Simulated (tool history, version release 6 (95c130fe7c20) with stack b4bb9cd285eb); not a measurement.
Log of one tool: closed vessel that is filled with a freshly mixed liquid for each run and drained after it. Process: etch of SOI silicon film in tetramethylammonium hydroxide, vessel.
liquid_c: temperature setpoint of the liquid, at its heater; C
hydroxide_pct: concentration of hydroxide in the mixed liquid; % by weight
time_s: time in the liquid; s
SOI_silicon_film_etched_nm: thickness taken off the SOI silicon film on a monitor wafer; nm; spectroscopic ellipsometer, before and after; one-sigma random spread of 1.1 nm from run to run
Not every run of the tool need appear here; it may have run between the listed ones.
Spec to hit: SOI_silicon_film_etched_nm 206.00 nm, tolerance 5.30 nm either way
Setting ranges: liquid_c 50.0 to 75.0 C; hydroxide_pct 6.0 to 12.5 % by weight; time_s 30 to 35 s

Run 1, hour 0.0: liquid_c 62.0 C, hydroxide_pct 8.5 % by weight, time_s 35 s. Result: SOI_silicon_film_etched_nm 171.83 nm.
Run 2, hour 0.8: liquid_c 62.5 C, hydroxide_pct 8.5 % by weight, time_s 35 s. Result: SOI_silicon_film_etched_nm 174.84 nm.
Run 3, hour 9.3: liquid_c 68.0 C, hydroxide_pct 8.5 % by weight, time_s 35 s. Result: SOI_silicon_film_etched_nm 244.39 nm.
Run 4, hour 11.1: liquid_c 68.0 C, hydroxide_pct 7.0 % by weight, time_s 35 s. Result: SOI_silicon_film_etched_nm 258.13 nm.
Run 5, hour 12.1: liquid_c 68.0 C, hydroxide_pct 7.5 % by weight, time_s 35 s. Result: SOI_silicon_film_etched_nm 255.05 nm.
Run 6, hour 21.3: liquid_c 68.0 C, hydroxide_pct 7.5 % by weight, time_s 35 s. Result: SOI_silicon_film_etched_nm 254.06 nm.
Run 7, hour 29.3: liquid_c 67.5 C, hydroxide_pct 7.5 % by weight, time_s 35 s. Result: SOI_silicon_film_etched_nm 247.66 nm.
Run 8, hour 36.0: liquid_c 67.0 C, hydroxide_pct 7.5 % by weight, time_s 35 s. Result: SOI_silicon_film_etched_nm 240.83 nm.
Run 9, hour 42.9: liquid_c 66.5 C, hydroxide_pct 7.5 % by weight, time_s 35 s. Result: SOI_silicon_film_etched_nm 232.24 nm.
Run 10, hour 48.5: liquid_c 66.0 C, hydroxide_pct 7.5 % by weight, time_s 35 s. Result: SOI_silicon_film_etched_nm 225.38 nm.
Run 11, hour 53.9: liquid_c 65.5 C, hydroxide_pct 7.5 % by weight, time_s 35 s. Result: SOI_silicon_film_etched_nm 218.21 nm.
Run 12, hour 55.2: liquid_c 65.0 C, hydroxide_pct 7.5 % by weight, time_s 35 s. Result: SOI_silicon_film_etched_nm 211.70 nm.

Pick the move, out of 4, that brings all results within their allowed miss; only one does.
Run A, hour 56.5: liquid_c 66.0 C, hydroxide_pct 7.5 % by weight, time_s 30 s. Result: SOI_silicon_film_etched_nm ?.
Run B, hour 56.5: liquid_c 65.5 C, hydroxide_pct 7.0 % by weight, time_s 30 s. Result: SOI_silicon_film_etched_nm ?.
Run C, hour 56.5: liquid_c 64.0 C, hydroxide_pct 9.0 % by weight, time_s 35 s. Result: SOI_silicon_film_etched_nm ?.
Run D, hour 56.5: liquid_c 65.0 C, hydroxide_pct 8.0 % by weight, time_s 35 s. Result: SOI_silicon_film_etched_nm ?.

move  SOI_silicon_film_etched_nm
   A                      193.82
   B                      191.66
   C                      188.92
   D                      208.84
A: moves the result that the last run missed by most past its target, out the other side
B: moves the result that the last run missed by most past its target, out the other side
C: moves the result that the last run missed by most past its target, out the other side
D: in spec on every target
The move that meets every target is D.
